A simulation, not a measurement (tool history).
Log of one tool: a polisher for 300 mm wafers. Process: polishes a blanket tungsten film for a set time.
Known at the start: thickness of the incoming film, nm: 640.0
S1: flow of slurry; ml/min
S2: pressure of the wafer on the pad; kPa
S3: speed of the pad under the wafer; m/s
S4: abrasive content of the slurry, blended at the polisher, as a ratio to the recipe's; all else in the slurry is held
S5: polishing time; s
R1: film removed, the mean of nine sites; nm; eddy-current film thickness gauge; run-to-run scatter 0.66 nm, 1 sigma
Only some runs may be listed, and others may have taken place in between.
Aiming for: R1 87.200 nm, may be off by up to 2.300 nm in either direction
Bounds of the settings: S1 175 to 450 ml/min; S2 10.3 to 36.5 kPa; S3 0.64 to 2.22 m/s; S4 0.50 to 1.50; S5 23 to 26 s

Run 1, hour 0.0: S1 290 ml/min, S2 23.4 kPa, S3 1.42 m/s, S4 1.00, S5 26 s. Result: R1 190.010 nm.
Run 2, hour 5.0: S1 230 ml/min, S2 23.4 kPa, S3 1.42 m/s, S4 1.00, S5 26 s. Result: R1 188.860 nm.
Run 3, hour 12.7: S1 230 ml/min, S2 23.4 kPa, S3 1.42 m/s, S4 1.00, S5 26 s. Result: R1 186.500 nm.
Run 4, hour 14.4: S1 285 ml/min, S2 23.4 kPa, S3 1.42 m/s, S4 1.00, S5 26 s. Result: R1 190.810 nm.
Run 5, hour 19.2: S1 230 ml/min, S2 23.4 kPa, S3 1.42 m/s, S4 1.00, S5 26 s. Result: R1 189.110 nm.
Run 6, hour 22.9: S1 230 ml/min, S2 23.4 kPa, S3 1.76 m/s, S4 1.00, S5 26 s. Result: R1 230.770 nm.
Run 7, hour 29.0: S1 230 ml/min, S2 20.7 kPa, S3 1.64 m/s, S4 1.00, S5 26 s. Result: R1 194.520 nm.
Run 8, hour 33.1: S1 225 ml/min, S2 13.8 kPa, S3 1.24 m/s, S4 0.95, S5 26 s. Result: R1 96.845 nm.
Run 9, hour 36.4: S1 225 ml/min, S2 13.1 kPa, S3 1.24 m/s, S4 0.95, S5 26 s. Result: R1 94.104 nm.

Which of these 5 next moves meets every target?
Run A, hour 39.7: S1 205 ml/min, S2 11.0 kPa, S3 1.32 m/s, S4 1.05, S5 25 s. Result: R1 ?.
Run B, hour 39.7: S1 215 ml/min, S2 13.1 kPa, S3 1.38 m/s, S4 0.95, S5 26 s. Result: R1 ?.
Run C, hour 39.7: S1 240 ml/min, S2 14.5 kPa, S3 1.26 m/s, S4 0.90, S5 25 s. Result: R1 ?.
Run D, hour 39.7: S1 220 ml/min, S2 14.5 kPa, S3 1.10 m/s, S4 0.85, S5 25 s. Result: R1 ?.
Run E, hour 39.7: S1 195 ml/min, S2 15.9 kPa, S3 1.14 m/s, S4 0.95, S5 26 s. Result: R1 ?.

move       R1
   A   82.595
   B  104.240
   C  100.950
   D   87.288
   E  103.200
A: pushes the last run's worst result past its target
B: moves away from the targets compared with the last run
C: moves away from the targets compared with the last run
D: every result lands within tolerance
E: moves away from the targets compared with the last run
D meets every target.
